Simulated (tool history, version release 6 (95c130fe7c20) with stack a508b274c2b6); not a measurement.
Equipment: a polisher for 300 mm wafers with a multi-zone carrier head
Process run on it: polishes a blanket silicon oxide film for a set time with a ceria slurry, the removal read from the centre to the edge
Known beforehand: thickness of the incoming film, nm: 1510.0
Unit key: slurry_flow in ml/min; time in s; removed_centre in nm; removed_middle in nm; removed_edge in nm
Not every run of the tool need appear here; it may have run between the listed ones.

run 1 hour=0.0 | slurry_flow=250 centre_zone=1.00 middle_zone=1.00 edge_zone=1.00 time=48 | removed_centre=290.78 removed_middle=282.68 removed_edge=279.36
run 2 hour=6.6 | slurry_flow=250 centre_zone=1.00 middle_zone=1.00 edge_zone=1.00 time=39 | removed_centre=238.87 removed_middle=230.23 removed_edge=226.89
run 3 hour=8.0 | slurry_flow=250 centre_zone=1.00 middle_zone=1.00 edge_zone=0.96 time=39 | removed_centre=231.78 removed_middle=232.75 removed_edge=223.85
run 4 hour=8.8 | slurry_flow=250 centre_zone=1.00 middle_zone=1.00 edge_zone=0.96 time=34 | removed_centre=205.79 removed_middle=198.23 removed_edge=194.42
run 5 hour=12.3 | slurry_flow=250 centre_zone=1.00 middle_zone=1.07 edge_zone=0.96 time=34 | removed_centre=208.45 removed_middle=208.25 removed_edge=196.22
run 6 hour=15.3 | slurry_flow=255 centre_zone=0.96 middle_zone=1.09 edge_zone=1.00 time=42 | removed_centre=245.11 removed_middle=271.11 removed_edge=245.20
run 7 hour=24.1 | slurry_flow=260 centre_zone=0.94 middle_zone=1.08 edge_zone=1.05 time=47 | removed_centre=268.50 removed_middle=301.24 removed_edge=282.45

What does the tool deliver on the next run?
run 8 hour=27.6 | slurry_flow=285 centre_zone=0.93 middle_zone=1.15 edge_zone=1.15 time=61 | removed_centre=? removed_middle=? removed_edge=?

{"run 8": {"removed_centre": 348.08, "removed_middle": 404.02, "removed_edge": 378.36}}
